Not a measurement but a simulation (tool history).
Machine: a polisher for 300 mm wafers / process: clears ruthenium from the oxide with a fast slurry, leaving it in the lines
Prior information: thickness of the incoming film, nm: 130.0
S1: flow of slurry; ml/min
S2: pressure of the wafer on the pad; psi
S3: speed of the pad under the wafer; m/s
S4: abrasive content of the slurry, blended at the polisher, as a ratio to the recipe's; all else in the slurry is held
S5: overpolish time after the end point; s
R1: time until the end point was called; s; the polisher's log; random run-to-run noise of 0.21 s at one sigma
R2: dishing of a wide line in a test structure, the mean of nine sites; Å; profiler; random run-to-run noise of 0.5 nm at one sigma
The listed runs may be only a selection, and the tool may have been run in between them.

run 1 hour=0.0 | S1=125 S2=3.4 S3=0.82 S4=1.0 S5=10 | R1=32.132 R2=304.14
run 2 hour=1.9 | S1=125 S2=3.4 S3=0.82 S4=0.8 S5=10 | R1=36.049 R2=280.35
run 3 hour=5.5 | S1=125 S2=3.4 S3=0.82 S4=0.8 S5=8 | R1=35.909 R2=223.67
run 4 hour=7.1 | S1=130 S2=3.7 S3=0.82 S4=0.8 S5=7 | R1=32.694 R2=214.16
run 5 hour=10.8 | S1=135 S2=4.0 S3=0.82 S4=0.8 S5=6 | R1=30.296 R2=204.79
run 6 hour=19.4 | S1=135 S2=4.0 S3=0.64 S4=0.8 S5=6 | R1=35.633 R2=180.46
run 7 hour=21.9 | S1=140 S2=4.3 S3=0.68 S4=0.8 S5=5 | R1=32.028 R2=172.25
run 8 hour=24.6 | S1=145 S2=4.5 S3=0.72 S4=0.8 S5=5 | R1=28.578 R2=176.47
run 9 hour=26.6 | S1=150 S2=4.7 S3=0.74 S4=0.8 S5=5 | R1=26.913 R2=198.42
run 10 hour=27.5 | S1=150 S2=4.8 S3=0.76 S4=0.8 S5=5 | R1=25.620 R2=192.18
run 11 hour=30.6 | S1=150 S2=4.9 S3=0.78 S4=0.8 S5=5 | R1=24.868 R2=207.62
run 12 hour=37.9 | S1=155 S2=5.0 S3=0.80 S4=0.8 S5=5 | R1=24.334 R2=209.21
run 13 hour=41.1 | S1=155 S2=5.1 S3=0.82 S4=0.8 S5=5 | R1=22.923 R2=215.44
run 14 hour=42.5 | S1=155 S2=5.1 S3=0.84 S4=0.8 S5=5 | R1=23.063 R2=228.83

The next listed run, before its measurement:
run 15 hour=44.7 | S1=160 S2=5.1 S3=0.84 S4=0.8 S5=5 | R1=? R2=?

{"run 15": {"R1": 22.407, "R2": 229.18}}
